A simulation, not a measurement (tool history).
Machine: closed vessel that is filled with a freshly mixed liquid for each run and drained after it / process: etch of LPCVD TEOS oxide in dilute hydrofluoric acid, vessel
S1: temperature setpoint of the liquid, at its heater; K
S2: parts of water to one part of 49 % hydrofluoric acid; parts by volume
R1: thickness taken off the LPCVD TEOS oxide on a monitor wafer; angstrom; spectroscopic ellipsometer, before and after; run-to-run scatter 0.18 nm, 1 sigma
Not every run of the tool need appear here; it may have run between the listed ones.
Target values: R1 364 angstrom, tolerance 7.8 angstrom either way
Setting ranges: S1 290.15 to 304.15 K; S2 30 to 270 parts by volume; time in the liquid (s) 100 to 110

{"run": 1, "hour": 0.0, "S1": 296.15, "S2": 150, "time in the liquid (s)": 100, "R1": 104.37}
{"run": 2, "hour": 3.8, "S1": 296.15, "S2": 100, "time in the liquid (s)": 100, "R1": 165.6}
{"run": 3, "hour": 10.3, "S1": 293.15, "S2": 100, "time in the liquid (s)": 100, "R1": 145.26}
{"run": 4, "hour": 17.3, "S1": 293.15, "S2": 135, "time in the liquid (s)": 100, "R1": 104.2}
{"run": 5, "hour": 25.6, "S1": 293.15, "S2": 135, "time in the liquid (s)": 100, "R1": 103.7}
{"run": 6, "hour": 29.1, "S1": 295.15, "S2": 120, "time in the liquid (s)": 100, "R1": 128.04}
{"run": 7, "hour": 37.0, "S1": 297.15, "S2": 105, "time in the liquid (s)": 100, "R1": 162.32}
{"run": 8, "hour": 37.8, "S1": 298.65, "S2": 95, "time in the liquid (s)": 100, "R1": 191.67}
{"run": 9, "hour": 46.1, "S1": 299.65, "S2": 85, "time in the liquid (s)": 100, "R1": 223.99}
{"run": 10, "hour": 50.1, "S1": 300.65, "S2": 80, "time in the liquid (s)": 100, "R1": 251.41}
{"run": 11, "hour": 55.4, "S1": 301.15, "S2": 75, "time in the liquid (s)": 100, "R1": 274.41}
{"run": 12, "hour": 60.0, "S1": 301.65, "S2": 70, "time in the liquid (s)": 100, "R1": 303.15}
{"run": 13, "hour": 62.1, "S1": 302.15, "S2": 70, "time in the liquid (s)": 100, "R1": 307.18}
{"run": 14, "hour": 64.2, "S1": 302.65, "S2": 70, "time in the liquid (s)": 100, "R1": 316.43}
{"run": 15, "hour": 69.0, "S1": 303.15, "S2": 70, "time in the liquid (s)": 100, "R1": 324.61}
{"run": 16, "hour": 71.4, "S1": 303.65, "S2": 65, "time in the liquid (s)": 100, "R1": 356.41}

Below are 5 possible settings for the next run. Only one of them brings all results inside the allowed miss of their targets. Which is it?
{"run": "A", "hour": 73.8, "S1": 303.15, "S2": 65, "time in the liquid (s)": 100, "R1": "?"}
{"run": "B", "hour": 73.8, "S1": 304.15, "S2": 75, "time in the liquid (s)": 110, "R1": "?"}
{"run": "C", "hour": 73.8, "S1": 302.15, "S2": 65, "time in the liquid (s)": 105, "R1": "?"}
{"run": "D", "hour": 73.8, "S1": 304.15, "S2": 70, "time in the liquid (s)": 110, "R1": "?"}
{"run": "E", "hour": 73.8, "S1": 300.65, "S2": 65, "time in the liquid (s)": 110, "R1": "?"}

move=A R1=347.22
move=B R1=338.83
move=C R1=350.69
move=D R1=365.79
move=E R1=346.38
A: its largest miss is bigger than the last run's
B: its largest miss is bigger than the last run's
C: its largest miss is bigger than the last run's
D: hits every target within its allowed miss
E: its largest miss is bigger than the last run's
Answer: D
